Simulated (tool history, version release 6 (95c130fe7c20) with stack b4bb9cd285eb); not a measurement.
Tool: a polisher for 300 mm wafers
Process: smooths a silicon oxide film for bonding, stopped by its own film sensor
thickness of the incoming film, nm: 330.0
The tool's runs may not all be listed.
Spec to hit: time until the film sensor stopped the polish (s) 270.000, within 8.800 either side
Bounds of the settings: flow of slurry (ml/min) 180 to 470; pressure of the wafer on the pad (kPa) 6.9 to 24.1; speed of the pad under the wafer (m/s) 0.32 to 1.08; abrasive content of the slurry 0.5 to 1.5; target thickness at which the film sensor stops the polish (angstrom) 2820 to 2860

run	hour	flow of slurry (ml/min)	pressure of the wafer on the pad (kPa)	speed of the pad under the wafer (m/s)	abrasive content of the slurry	target thickness at which the film sensor stops the polish (angstrom)	time until the film sensor stopped the polish (s)
1	0.0	300	15.2	0.70	1.0	2820	80.579
2	3.4	300	15.2	0.70	1.2	2820	72.304
3	11.5	285	12.4	0.56	1.0	2820	114.040
4	19.4	285	12.4	0.72	1.0	2820	96.198
5	24.2	285	12.4	0.72	0.9	2820	101.580
6	27.6	245	12.4	0.72	0.9	2820	102.050
7	30.3	240	10.3	0.58	0.8	2820	158.870
8	38.3	235	9.0	0.52	0.8	2820	195.900
9	41.1	230	6.9	0.40	0.8	2820	301.360
10	43.9	245	6.9	0.40	0.8	2820	300.010

Which one of the following 5 next-run settings gets every result inside its allowed miss? There is exactly one.
A	46.7	260	7.6	0.36	0.8	2830	?
B	46.7	265	8.3	0.44	0.7	2820	?
C	46.7	235	7.6	0.32	0.9	2820	?
D	46.7	190	8.3	0.38	0.7	2820	?
E	46.7	280	8.3	0.38	0.8	2860	?

move	time until the film sensor stopped the polish (s)
A	298.890
B	277.860
C	307.100
D	327.530
E	247.900
A: about as far from the targets as the last run
B: every result within its allowed miss
C: the biggest miss grows against the last run
D: the biggest miss grows against the last run
E: moves the result that the last run missed by most past its target, out the other side
Answer: B
